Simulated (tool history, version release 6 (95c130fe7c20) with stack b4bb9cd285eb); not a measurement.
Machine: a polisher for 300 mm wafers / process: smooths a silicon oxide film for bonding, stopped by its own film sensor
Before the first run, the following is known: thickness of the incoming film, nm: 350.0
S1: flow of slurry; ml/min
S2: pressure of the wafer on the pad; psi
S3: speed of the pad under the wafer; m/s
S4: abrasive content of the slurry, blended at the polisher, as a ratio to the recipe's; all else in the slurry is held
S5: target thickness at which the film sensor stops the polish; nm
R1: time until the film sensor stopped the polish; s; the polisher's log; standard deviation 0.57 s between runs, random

run  hour   S1   S2    S3    S4   S5      R1
  1     0  155  2.2  1.14     1  314  45.621
  2   7.3  155  2.2  1.14     1  314  47.376
  3  16.3  155  2.2  0.92     1  314  52.011
  4  20.5  155  2.2  0.92   0.8  314  63.201
  5  21.3  155  2.4  0.96   0.8  314  56.387
  6  30.2  155  2.4  0.96  0.65  314  68.228
  7  32.5  155  2.6  1.06  0.65  314  59.542
  8  36.9  155  2.8  1.14  0.65  314  51.026
  9  41.7  155  2.9   1.2  0.65  314  47.114
 10    44  155    3  1.24  0.65  314  44.489

Predict the results of run 11:
 11  46.1  155  3.1  1.28  0.65  314   ?

R1: 41.029 s

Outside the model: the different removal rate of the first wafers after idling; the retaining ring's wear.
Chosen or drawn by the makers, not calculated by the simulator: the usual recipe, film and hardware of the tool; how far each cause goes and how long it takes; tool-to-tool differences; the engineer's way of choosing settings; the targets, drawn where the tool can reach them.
